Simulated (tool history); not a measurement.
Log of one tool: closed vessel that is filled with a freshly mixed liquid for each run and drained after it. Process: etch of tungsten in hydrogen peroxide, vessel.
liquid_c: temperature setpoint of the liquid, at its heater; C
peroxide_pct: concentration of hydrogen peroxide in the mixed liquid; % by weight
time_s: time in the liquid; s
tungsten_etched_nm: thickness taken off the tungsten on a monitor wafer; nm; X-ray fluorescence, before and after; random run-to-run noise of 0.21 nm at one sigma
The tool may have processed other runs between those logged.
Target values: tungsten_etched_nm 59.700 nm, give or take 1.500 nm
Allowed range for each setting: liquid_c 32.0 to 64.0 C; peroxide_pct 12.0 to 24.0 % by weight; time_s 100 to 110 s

run,hour,liquid_c,peroxide_pct,time_s,tungsten_etched_nm
1,0.0,48.0,16.0,100,127.750
2,5.9,48.0,16.0,110,140.840
3,8.4,46.0,16.0,110,123.390
4,12.1,46.0,16.0,110,124.180
5,18.1,46.0,13.5,110,113.180
6,20.8,53.0,13.5,110,174.750
# hour 26.2: thermometer replaced
7,26.2,50.5,13.5,110,139.950
8,27.1,50.5,13.5,110,139.560
9,33.8,48.5,13.5,110,122.740
10,37.5,47.0,13.5,110,112.730
11,39.1,45.5,13.5,110,102.650
12,40.6,44.5,13.5,110,96.353
13,46.3,44.5,13.5,110,96.709
14,49.7,43.5,13.5,110,90.260
15,51.1,42.5,13.5,110,84.910
16,52.9,42.0,13.5,110,82.010
17,54.2,41.5,13.5,110,79.265
18,62.6,41.0,13.5,110,77.092

Exercise: of the 4 proposed moves below, exactly one satisfies all targets within the stated allowed misses. Which move is it?
A,71.0,38.0,15.5,110,?
B,71.0,38.0,14.0,110,?
C,71.0,45.0,15.5,110,?
D,71.0,39.5,12.0,100,?

move,tungsten_etched_nm
A,67.722
B,64.362
C,106.350
D,59.773
A: nearer than the last run, and not there yet
B: nearer than the last run, and not there yet
C: further off than the last run
D: in spec on every target
D meets every target.
